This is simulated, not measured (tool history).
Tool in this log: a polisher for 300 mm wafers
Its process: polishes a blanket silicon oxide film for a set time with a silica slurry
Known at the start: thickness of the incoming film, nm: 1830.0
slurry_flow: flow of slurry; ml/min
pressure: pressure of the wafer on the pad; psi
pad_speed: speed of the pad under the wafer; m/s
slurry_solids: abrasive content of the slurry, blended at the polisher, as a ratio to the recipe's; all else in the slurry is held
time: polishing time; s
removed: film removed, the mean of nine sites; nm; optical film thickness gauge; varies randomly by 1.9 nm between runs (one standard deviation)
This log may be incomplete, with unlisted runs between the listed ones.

run    day  slurry_flow  pressure  pad_speed  slurry_solids  time  removed
  1      0          245       5.1       1.36              1    50   250.82
  2  0.308          245       4.5       1.34              1    50   220.84
  3  0.333          245         5       1.34              1    50   243.85
  4  0.362          245         5       1.14              1    50    210.6
  5  0.575          215         5       1.14              1    50   204.84
  6  0.917          215         5       1.14            0.8    50   173.66
  7  1.271          210       4.8       1.14            0.8    50   172.67

Run 8 is up next; what results do you expect?
  8  1.333          210       4.6       1.14            0.8    50        ?

{"run 8": {"removed": 161.23}}
